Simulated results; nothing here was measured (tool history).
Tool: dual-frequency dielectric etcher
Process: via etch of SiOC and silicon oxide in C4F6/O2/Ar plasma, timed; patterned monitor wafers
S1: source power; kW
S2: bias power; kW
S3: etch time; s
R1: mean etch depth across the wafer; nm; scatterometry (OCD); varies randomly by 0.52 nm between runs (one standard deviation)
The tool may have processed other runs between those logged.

run  hour     S1     S2    S3      R1
  1   0.0  0.440  0.162  86.5  87.929
  2   8.1  0.390  0.162  86.5  84.003
  3  10.8  0.390  0.162  86.5  84.901
  4  12.6  0.410  0.167  86.5  86.833
  5  14.8  0.410  0.167  90.0  91.061
  6  16.9  0.410  0.150  90.0  88.374
  7  19.3  0.430  0.152  90.0  89.902
  8  25.3  0.430  0.152  90.0  89.915
  9  30.1  0.450  0.154  90.0  91.993

Forecast run 10:
 10  37.5  0.470  0.155  90.0   ?

{"run 10": {"R1": 93.885}}
